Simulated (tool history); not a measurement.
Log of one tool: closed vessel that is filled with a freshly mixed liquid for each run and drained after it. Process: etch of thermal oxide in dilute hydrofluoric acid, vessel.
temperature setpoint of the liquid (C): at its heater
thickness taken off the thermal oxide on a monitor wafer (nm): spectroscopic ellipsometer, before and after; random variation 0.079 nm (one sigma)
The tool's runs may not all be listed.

run	day	temperature setpoint of the liquid (C)	parts of water to one part of 49 % hydrofluoric acid (parts by volume)	time in the liquid (s)	thickness taken off the thermal oxide on a monitor wafer (nm)
1	0	23	50	105	9.8043
2	0.125	24.5	50	105	10.403
3	0.45	25.5	50	105	10.803
4	0.65	25.5	35	105	15.742
5	0.854	25.5	35	105	15.781
6	0.983	25.5	25	105	22.098
7	1.138	23.5	30	105	16.968
8	1.238	22	30	105	15.96
9	1.575	21	30	105	15.297
10	1.804	20	30	105	14.917
11	2.108	19.5	30	105	14.421
12	2.317	19	30	105	14.037
13	2.6	19	30	105	14.186
14	2.817	18.5	30	105	13.602
15	2.975	18	30	105	13.379
16	3.225	17.5	30	105	13.138

Run 17 comes next. What will it give?
17	3.588	17	30	105	?

{"run 17": {"thickness taken off the thermal oxide on a monitor wafer (nm)": 12.96}}
